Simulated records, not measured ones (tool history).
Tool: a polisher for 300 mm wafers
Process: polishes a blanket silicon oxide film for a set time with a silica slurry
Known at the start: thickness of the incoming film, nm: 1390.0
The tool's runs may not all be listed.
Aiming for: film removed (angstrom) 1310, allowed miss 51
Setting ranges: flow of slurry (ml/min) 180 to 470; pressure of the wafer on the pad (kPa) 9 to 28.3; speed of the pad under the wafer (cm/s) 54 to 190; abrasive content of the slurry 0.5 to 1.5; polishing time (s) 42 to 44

run	hour	flow of slurry (ml/min)	pressure of the wafer on the pad (kPa)	speed of the pad under the wafer (cm/s)	abrasive content of the slurry	polishing time (s)	film removed (angstrom)
1	0	300	18.6	122	1	42	1071
2	5.6	300	19.3	122	1	42	1068.4
3	7	300	20.7	122	1	42	1138.4
4	12.9	300	21.4	122	1	42	1183.1
5	16.8	300	22.1	122	1	42	1235.5
6	25.5	300	17.9	122	1	42	1014.6
7	31.7	300	19.3	122	1	42	1069.9
8	39.8	300	20.7	122	1	42	1158.5
9	48.6	300	21.4	122	1	42	1201.8

Next run, 5 choices. One meets every target within its allowed miss, the rest don't. Which?
A	57.4	340	18.6	136	0.9	42	?
B	57.4	245	19.3	150	1.1	42	?
C	57.4	330	17.9	134	0.95	42	?
D	57.4	325	21.4	106	0.95	42	?
E	57.4	290	22.8	118	0.9	43	?

move	film removed (angstrom)
A	1076.1
B	1335.1
C	1060.5
D	1042.1
E	1183.9
A: misses by more than the last run did
B: in spec on every target
C: misses by more than the last run did
D: misses by more than the last run did
E: misses by more than the last run did
Move B is the one to make.

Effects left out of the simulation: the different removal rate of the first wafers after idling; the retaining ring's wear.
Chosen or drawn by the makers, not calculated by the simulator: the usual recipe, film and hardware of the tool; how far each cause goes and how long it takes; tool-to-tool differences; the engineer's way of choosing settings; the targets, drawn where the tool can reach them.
